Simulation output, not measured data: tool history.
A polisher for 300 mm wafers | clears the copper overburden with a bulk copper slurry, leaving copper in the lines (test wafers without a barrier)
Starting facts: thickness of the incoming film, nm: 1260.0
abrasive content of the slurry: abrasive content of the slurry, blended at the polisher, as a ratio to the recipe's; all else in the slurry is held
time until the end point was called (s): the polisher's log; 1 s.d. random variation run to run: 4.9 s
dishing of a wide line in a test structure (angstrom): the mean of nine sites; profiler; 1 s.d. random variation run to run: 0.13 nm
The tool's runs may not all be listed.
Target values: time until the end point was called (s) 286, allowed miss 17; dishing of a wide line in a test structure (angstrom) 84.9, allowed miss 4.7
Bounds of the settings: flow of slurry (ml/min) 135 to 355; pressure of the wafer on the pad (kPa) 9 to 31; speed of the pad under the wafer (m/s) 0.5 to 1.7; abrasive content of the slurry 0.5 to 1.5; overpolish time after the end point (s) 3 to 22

| run | hour | flow of slurry (ml/min) | pressure of the wafer on the pad (kPa) | speed of the pad under the wafer (m/s) | abrasive content of the slurry | overpolish time after the end point (s) | time until the end point was called (s) | dishing of a wide line in a test structure (angstrom) |
|---|---|---|---|---|---|---|---|---|
| 1 | 0 | 225 | 20 | 1.1 | 1 | 11 | 127.2 | 523.73 |
| 2 | 1.8 | 215 | 17.2 | 0.94 | 0.95 | 9 | 182.04 | 362.1 |
| 3 | 4.6 | 215 | 15.2 | 0.94 | 0.95 | 9 | 197.06 | 320.46 |
| 4 | 11.2 | 250 | 13.1 | 0.82 | 1 | 7 | 254.02 | 207.05 |
| 5 | 17.3 | 250 | 13.1 | 0.82 | 1.15 | 7 | 245.34 | 213.02 |
| 6 | 19.4 | 250 | 13.1 | 0.82 | 1.25 | 7 | 230.22 | 218.96 |
| 7 | 24.6 | 280 | 11.7 | 0.76 | 1.3 | 6 | 279.92 | 167.61 |
| 8 | 26.5 | 300 | 11 | 0.76 | 1.35 | 5 | 293.33 | 131.96 |
| 9 | 30.9 | 315 | 10.3 | 0.8 | 1.4 | 4 | 296.03 | 106.53 |
| 10 | 37 | 325 | 10.3 | 0.82 | 1.4 | 4 | 286.57 | 110.23 |
| 11 | 43.9 | 335 | 9.7 | 0.84 | 1.45 | 4 | 294.86 | 106.87 |
|  | 50.1 | slurry nozzle cleaned |
| 12 | 50.1 | 340 | 9.7 | 0.84 | 1.45 | 4 | 290.28 | 112.28 |
| 13 | 57.2 | 345 | 9.7 | 0.84 | 1.45 | 4 | 280.87 | 112.63 |
| 14 | 63 | 350 | 9.7 | 0.82 | 1.45 | 4 | 303.19 | 108.42 |
| 15 | 64.2 | 305 | 9.7 | 0.8 | 1.45 | 4 | 298.66 | 105.4 |
| 16 | 71.7 | 240 | 9 | 0.74 | 1.5 | 3 | 358.74 | 69.701 |
| 17 | 79.7 | 240 | 13.8 | 0.78 | 1.5 | 3 | 226 | 107.03 |
| 18 | 87.3 | 230 | 13.1 | 0.78 | 1.5 | 3 | 233.9 | 99.897 |
| 19 | 91.1 | 220 | 12.4 | 0.78 | 1.5 | 3 | 244.84 | 95.265 |
| 20 | 99.8 | 215 | 11.7 | 0.78 | 1.5 | 3 | 262.55 | 91.003 |

Which single option among these 4 for the next run brings every result within its allowed miss of target? Just one does.
| A | 108.5 | 210 | 9 | 0.96 | 1.5 | 3 | ? | ? |
| B | 108.5 | 240 | 11 | 0.68 | 1.45 | 3 | ? | ? |
| C | 108.5 | 230 | 9.7 | 0.74 | 1.5 | 3 | ? | ? |
| D | 108.5 | 200 | 9 | 0.84 | 1.35 | 4 | ? | ? |

| move | time until the end point was called (s) | dishing of a wide line in a test structure (angstrom) |
|---|---|---|
| A | 281.13 | 86.519 |
| B | 318.63 | 77.111 |
| C | 332.75 | 73.806 |
| D | 329.22 | 97.782 |
A: hits every target within its allowed miss
B: takes the result that was furthest off past its target
C: takes the result that was furthest off past its target
D: takes the result that was furthest off past its target
Go with A: it meets all targets.
